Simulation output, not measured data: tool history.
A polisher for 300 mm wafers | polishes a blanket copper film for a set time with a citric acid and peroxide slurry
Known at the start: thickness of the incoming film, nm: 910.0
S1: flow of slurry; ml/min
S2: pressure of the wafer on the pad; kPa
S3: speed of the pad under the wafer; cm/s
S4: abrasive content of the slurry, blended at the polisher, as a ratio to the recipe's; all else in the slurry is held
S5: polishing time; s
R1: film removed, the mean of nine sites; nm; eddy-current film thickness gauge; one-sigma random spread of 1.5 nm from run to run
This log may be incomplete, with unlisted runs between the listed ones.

run  hour   S1    S2   S3   S4   S5      R1
  1   0.0  160  19.3  108  1.0  114  245.21
  2   4.4  155  18.6  108  1.0  114  235.71
  3  11.2  155  18.6  108  1.0  119  248.00
  4  18.7  150  17.9  108  1.0  119  240.73
  5  23.4  150  17.2  108  1.0  119  234.78
  6  31.7  175  17.2  108  1.0  119  240.03
  7  33.0  170  16.5  108  1.0  119  228.00
  8  39.1  170  15.9  108  1.0  119  226.55
  9  47.9  165  15.2  108  1.0  119  219.99
     55.8  -- slurry blender recalibrated
 10  55.8  165  14.5  108  1.0  119  220.97

Predict the results of run 11:
 11  60.3  165  13.8  108  1.0  119   ?

R1: 216.04 nm
